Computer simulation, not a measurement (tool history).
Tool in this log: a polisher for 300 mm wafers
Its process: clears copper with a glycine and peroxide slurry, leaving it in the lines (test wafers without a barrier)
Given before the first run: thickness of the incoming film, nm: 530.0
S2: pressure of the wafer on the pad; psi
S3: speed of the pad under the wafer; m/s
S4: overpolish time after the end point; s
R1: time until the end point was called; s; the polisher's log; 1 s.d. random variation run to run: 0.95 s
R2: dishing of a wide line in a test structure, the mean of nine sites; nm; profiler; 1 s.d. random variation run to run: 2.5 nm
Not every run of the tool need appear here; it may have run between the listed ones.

{"run": 1, "hour": 0.0, "flow of slurry (ml/min)": 165, "S2": 2.9, "S3": 1.22, "S4": 27, "R1": 95.17, "R2": 86.098}
{"run": 2, "hour": 5.1, "flow of slurry (ml/min)": 165, "S2": 2.9, "S3": 1.4, "S4": 27, "R1": 85.895, "R2": 90.095}
{"run": 3, "hour": 13.0, "flow of slurry (ml/min)": 165, "S2": 3.1, "S3": 1.4, "S4": 29, "R1": 81.054, "R2": 96.413}
{"run": 4, "hour": 15.7, "flow of slurry (ml/min)": 165, "S2": 3.1, "S3": 1.4, "S4": 21, "R1": 78.157, "R2": 80.628}
{"run": 5, "hour": 21.1, "flow of slurry (ml/min)": 165, "S2": 3.3, "S3": 1.4, "S4": 25, "R1": 75.803, "R2": 95.108}
{"run": 6, "hour": 25.0, "flow of slurry (ml/min)": 165, "S2": 3.5, "S3": 1.4, "S4": 27, "R1": 72.851, "R2": 100.17}
{"run": 7, "hour": 28.0, "flow of slurry (ml/min)": 165, "S2": 3.6, "S3": 1.4, "S4": 29, "R1": 71.501, "R2": 110.89}

Predict the results of run 8:
{"run": 8, "hour": 30.0, "flow of slurry (ml/min)": 165, "S2": 3.7, "S3": 1.4, "S4": 30, "R1": "?", "R2": "?"}

Run 8 produced R1 70.895 s, R2 116.02 nm.

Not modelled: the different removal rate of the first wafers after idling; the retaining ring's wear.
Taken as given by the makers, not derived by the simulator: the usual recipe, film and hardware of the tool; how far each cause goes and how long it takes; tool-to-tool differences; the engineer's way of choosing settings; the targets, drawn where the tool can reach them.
